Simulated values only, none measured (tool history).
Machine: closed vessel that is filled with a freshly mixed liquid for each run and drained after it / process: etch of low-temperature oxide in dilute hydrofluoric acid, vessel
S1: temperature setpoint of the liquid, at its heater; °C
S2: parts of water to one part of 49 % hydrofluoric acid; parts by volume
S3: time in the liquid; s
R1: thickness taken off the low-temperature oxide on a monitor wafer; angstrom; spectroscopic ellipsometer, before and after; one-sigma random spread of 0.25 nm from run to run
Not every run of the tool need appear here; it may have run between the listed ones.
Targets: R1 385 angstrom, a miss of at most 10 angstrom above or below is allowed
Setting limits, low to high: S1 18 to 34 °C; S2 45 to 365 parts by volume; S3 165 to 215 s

{"run": 1, "hour": 0.0, "S1": 26, "S2": 205, "S3": 215, "R1": 196.95}
{"run": 2, "hour": 7.3, "S1": 26, "S2": 160, "S3": 215, "R1": 268.05}
{"run": 3, "hour": 12.1, "S1": 26, "S2": 220, "S3": 215, "R1": 179.04}
{"run": 4, "hour": 13.3, "S1": 23, "S2": 220, "S3": 215, "R1": 161.52}
{"run": 5, "hour": 17.1, "S1": 24, "S2": 210, "S3": 215, "R1": 175.67}
{"run": 6, "hour": 20.6, "S1": 25, "S2": 200, "S3": 215, "R1": 192.72}
{"run": 7, "hour": 26.5, "S1": 29, "S2": 120, "S3": 215, "R1": 409.98}
{"run": 8, "hour": 32.6, "S1": 28, "S2": 120, "S3": 215, "R1": 398.62}

Which one of the following 4 next-run settings gets every result inside its allowed miss? There is exactly one.
{"run": "A", "hour": 38.7, "S1": 27, "S2": 110, "S3": 215, "R1": "?"}
{"run": "B", "hour": 38.7, "S1": 28.5, "S2": 125, "S3": 205, "R1": "?"}
{"run": "C", "hour": 38.7, "S1": 26, "S2": 95, "S3": 165, "R1": "?"}
{"run": "D", "hour": 38.7, "S1": 28, "S2": 125, "S3": 215, "R1": "?"}

move=A R1=420.53
move=B R1=366.16
move=C R1=366.59
move=D R1=376.92
A: lands further from the targets than the last run did
B: carries the result that was furthest off beyond its target, to the other side
C: carries the result that was furthest off beyond its target, to the other side
D: in spec on every target
Go with D: it meets all targets.

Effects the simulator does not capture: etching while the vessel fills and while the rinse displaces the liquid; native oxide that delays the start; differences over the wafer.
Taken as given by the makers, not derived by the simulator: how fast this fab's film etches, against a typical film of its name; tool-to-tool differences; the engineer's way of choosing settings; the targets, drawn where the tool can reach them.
